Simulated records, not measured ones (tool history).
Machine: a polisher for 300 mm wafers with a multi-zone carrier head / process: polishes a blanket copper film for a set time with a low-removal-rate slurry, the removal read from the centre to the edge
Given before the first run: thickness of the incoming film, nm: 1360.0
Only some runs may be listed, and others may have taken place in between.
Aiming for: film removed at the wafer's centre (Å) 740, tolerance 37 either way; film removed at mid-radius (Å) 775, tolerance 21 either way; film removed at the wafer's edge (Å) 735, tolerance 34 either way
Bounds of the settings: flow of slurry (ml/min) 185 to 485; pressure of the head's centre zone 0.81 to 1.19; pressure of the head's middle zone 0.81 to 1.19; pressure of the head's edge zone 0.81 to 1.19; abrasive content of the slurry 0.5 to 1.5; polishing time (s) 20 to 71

run    day  flow of slurry (ml/min)  pressure of the head's centre zone  pressure of the head's middle zone  pressure of the head's edge zone  abrasive content of the slurry  polishing time (s)  film removed at the wafer's centre (Å)  film removed at mid-radius (Å)  film removed at the wafer's edge (Å)
  1      0                      310                                   1                                   1                                 1                               1                  45                                  847.03                          862.61                                835.56
  2  0.271                      310                                0.96                                   1                                 1                               1                  45                                  827.31                          870.59                                851.86
  3  0.375                      310                                0.96                                   1                              0.98                            0.95                  45                                  821.11                          866.91                                 801.3
  4  0.558                      305                                0.95                                0.99                              0.98                            0.95                  45                                  810.88                          843.48                                804.04
  5  0.792                      300                                0.94                                0.98                              0.97                            0.95                  45                                  807.57                          848.08                                   810
  6  0.988                      300                                0.94                                0.98                              0.97                            0.75                  45                                  765.79                          804.65                                795.36
  7  1.054                      300                                0.94                                0.98                              0.96                            0.75                  45                                  757.61                          801.74                                783.07
  8  1.154                      300                                0.94                                0.98                              0.95                            0.75                  45                                  769.75                          798.73                                778.78
  9  1.517                      300                                0.93                                0.98                              0.94                            0.75                  45                                  751.09                          803.86                                767.56
 10  1.692                      300                                0.93                                0.98                              0.93                            0.75                  45                                   761.6                          808.31                                 759.6
 11  1.979                      295                                0.93                                0.98                              0.93                            0.75                  45                                  749.11                          802.47                                769.07

Exercise: of the 5 proposed moves below, exactly one satisfies all targets within the stated allowed misses. Which move is it?
  A  2.267                      340                                0.99                                1.03                              0.82                               1                  39                                       ?                               ?                                     ?
  B  2.267                      385                                0.97                                   1                              0.82                            0.95                  43                                       ?                               ?                                     ?
  C  2.267                      400                                0.95                                0.98                              0.95                               1                  40                                       ?                               ?                                     ?
  D  2.267                      295                                 0.9                                1.16                              0.81                             0.9                  39                                       ?                               ?                                     ?
  E  2.267                      210                                0.81                                0.94                              0.98                             0.5                  50                                       ?                               ?                                     ?

move  film removed at the wafer's centre (Å)  film removed at mid-radius (Å)  film removed at the wafer's edge (Å)
   A                                  735.53                          774.26                                 670.5
   B                                   796.5                          834.05                                   739
   C                                  734.55                          772.05                                743.71
   D                                     646                          829.66                                646.23
   E                                  642.76                          773.29                                796.73
A: meets the target for the result that was furthest off, but another lies outside its allowed miss
B: moves away from the targets compared with the last run
C: every result lands within tolerance
D: moves away from the targets compared with the last run
E: meets the target for the result that was furthest off, but another lies outside its allowed miss
C meets every target.

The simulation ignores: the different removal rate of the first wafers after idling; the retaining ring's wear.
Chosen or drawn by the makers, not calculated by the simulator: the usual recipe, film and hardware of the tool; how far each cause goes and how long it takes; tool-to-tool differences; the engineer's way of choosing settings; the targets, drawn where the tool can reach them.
